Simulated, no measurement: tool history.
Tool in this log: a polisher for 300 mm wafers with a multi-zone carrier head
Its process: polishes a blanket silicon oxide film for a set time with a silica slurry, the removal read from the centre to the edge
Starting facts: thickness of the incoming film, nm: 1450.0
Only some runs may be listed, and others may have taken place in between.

| run | day | flow of slurry (ml/min) | pressure of the head's centre zone | pressure of the head's middle zone | pressure of the head's edge zone | abrasive content of the slurry | polishing time (s) | film removed at the wafer's centre (angstrom) | film removed at mid-radius (angstrom) | film removed at the wafer's edge (angstrom) |
|---|---|---|---|---|---|---|---|---|---|---|
| 1 | 0.000 | 215 | 1.00 | 1.00 | 1.00 | 1.00 | 78 | 1789.1 | 1781.3 | 1807.5 |
| 2 | 0.242 | 215 | 1.00 | 1.00 | 1.00 | 1.00 | 88 | 2011.6 | 1963.0 | 2054.5 |
| 3 | 0.317 | 215 | 1.00 | 0.94 | 1.00 | 1.00 | 88 | 2013.8 | 1877.6 | 2059.6 |
| 4 | 0.612 | 185 | 1.00 | 0.94 | 1.00 | 1.00 | 88 | 1969.3 | 1842.1 | 2048.4 |
| 5 | 0.662 | 190 | 0.97 | 0.96 | 0.98 | 0.90 | 86 | 1725.4 | 1749.2 | 1847.0 |
| 6 | 0.879 | 190 | 0.97 | 1.01 | 0.98 | 0.90 | 86 | 1784.3 | 1804.8 | 1844.1 |
| 7 | 1.117 | 190 | 0.94 | 1.00 | 0.96 | 0.80 | 86 | 1618.4 | 1649.0 | 1706.9 |

For run 8, what comes out?
| 8 | 1.408 | 185 | 0.91 | 1.01 | 0.94 | 0.75 | 86 | ? | ? | ? |

film removed at the wafer's centre (angstrom): 1502.0
film removed at mid-radius (angstrom): 1599.3
film removed at the wafer's edge (angstrom): 1665.0
